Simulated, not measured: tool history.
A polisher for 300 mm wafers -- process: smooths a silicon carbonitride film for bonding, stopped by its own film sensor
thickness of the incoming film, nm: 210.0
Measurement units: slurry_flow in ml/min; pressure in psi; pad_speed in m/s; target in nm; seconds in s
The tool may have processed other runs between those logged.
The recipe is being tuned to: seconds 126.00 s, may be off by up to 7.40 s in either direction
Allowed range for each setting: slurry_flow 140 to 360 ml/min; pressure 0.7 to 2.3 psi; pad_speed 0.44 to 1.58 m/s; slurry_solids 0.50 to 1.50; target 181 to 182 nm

run    day  slurry_flow  pressure  pad_speed  slurry_solids  target  seconds
  1  0.000          230       1.5       1.00           1.00     182   157.80
  2  0.233          230       1.6       1.02           1.00     182   145.70
  3  0.404          230       1.7       1.02           1.00     182   137.00
  4  0.558          230       1.7       1.02           1.00     181   146.76
  5  0.629          230       1.7       0.78           1.00     181   170.83
  6  0.679          230       1.7       0.78           1.15     181   162.65
  7  1.029          230       1.8       0.80           1.15     181   149.13
  8  1.225          230       1.9       0.80           1.15     181   142.94
  9  1.354          230       2.0       0.80           1.15     181   139.54

4 candidate next runs follow, results not yet known. Just one meets every target within its allowed miss. Identify it.
  A  1.483          225       2.1       0.94           0.75     181        ?
  B  1.483          255       1.9       0.82           1.25     182        ?
  C  1.483          215       2.0       0.76           1.00     181        ?
  D  1.483          225       2.1       0.68           1.15     182        ?

move  seconds
   A   145.13
   B   128.21
   C   150.29
   D   138.15
A: the biggest miss grows against the last run
B: all results land within tolerance of their targets
C: the biggest miss grows against the last run
D: an improvement on the last run, though not all results are within tolerance
B is the move that brings every result within its allowed miss.

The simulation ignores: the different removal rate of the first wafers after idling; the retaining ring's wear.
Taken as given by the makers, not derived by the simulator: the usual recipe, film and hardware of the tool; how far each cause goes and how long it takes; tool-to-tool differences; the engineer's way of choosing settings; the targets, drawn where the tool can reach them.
